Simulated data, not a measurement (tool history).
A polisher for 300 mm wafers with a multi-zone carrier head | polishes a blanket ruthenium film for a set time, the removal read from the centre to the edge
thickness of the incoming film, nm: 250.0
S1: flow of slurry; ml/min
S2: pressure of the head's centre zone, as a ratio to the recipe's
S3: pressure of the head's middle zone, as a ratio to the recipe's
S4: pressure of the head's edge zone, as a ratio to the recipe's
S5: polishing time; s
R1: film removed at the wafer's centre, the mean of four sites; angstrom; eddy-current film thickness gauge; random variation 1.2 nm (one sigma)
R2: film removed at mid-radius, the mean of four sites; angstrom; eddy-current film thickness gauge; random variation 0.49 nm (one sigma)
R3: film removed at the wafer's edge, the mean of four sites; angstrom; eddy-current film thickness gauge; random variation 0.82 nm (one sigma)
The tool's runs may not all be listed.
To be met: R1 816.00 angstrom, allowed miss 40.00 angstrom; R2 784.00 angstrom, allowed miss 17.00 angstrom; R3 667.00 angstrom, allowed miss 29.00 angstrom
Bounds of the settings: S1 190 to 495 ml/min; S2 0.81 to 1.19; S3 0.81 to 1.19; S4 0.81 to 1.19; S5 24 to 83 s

run,hour,S1,S2,S3,S4,S5,R1,R2,R3
1,0.0,320,1.00,1.00,1.00,53,1077.10,1038.50,1045.90
2,7.1,325,1.01,1.01,0.98,50,1036.10,995.81,960.88
3,10.6,325,1.01,1.01,0.98,37,734.55,734.31,710.36
4,15.1,330,1.02,1.02,0.97,37,738.53,749.39,713.54
5,21.2,335,1.04,1.02,0.95,37,754.72,749.84,709.82
6,27.5,340,1.06,1.03,0.93,37,771.08,756.40,706.25
7,32.0,345,1.07,1.04,0.92,37,771.79,756.47,682.17
8,34.5,345,1.08,1.05,0.92,37,822.97,774.26,691.35
9,36.5,345,1.08,1.05,0.91,37,800.60,765.27,682.89

Which of these 5 next moves meets every target?
A,38.5,360,0.96,1.06,0.85,37,?,?,?
B,38.5,320,1.11,1.03,0.96,37,?,?,?
C,38.5,390,1.11,1.10,0.89,36,?,?,?
D,38.5,375,1.11,0.98,0.94,37,?,?,?
E,38.5,365,0.99,1.06,0.83,37,?,?,?

move,R1,R2,R3
A,712.65,774.36,663.47
B,814.78,746.71,695.26
C,808.73,782.19,661.86
D,827.59,726.44,696.68
E,736.06,775.18,657.24
A: brings the result that was furthest off to its target, and leaves another outside
B: further off than the last run
C: meets every target
D: further off than the last run
E: brings the result that was furthest off to its target, and leaves another outside
Move C is the one to make.
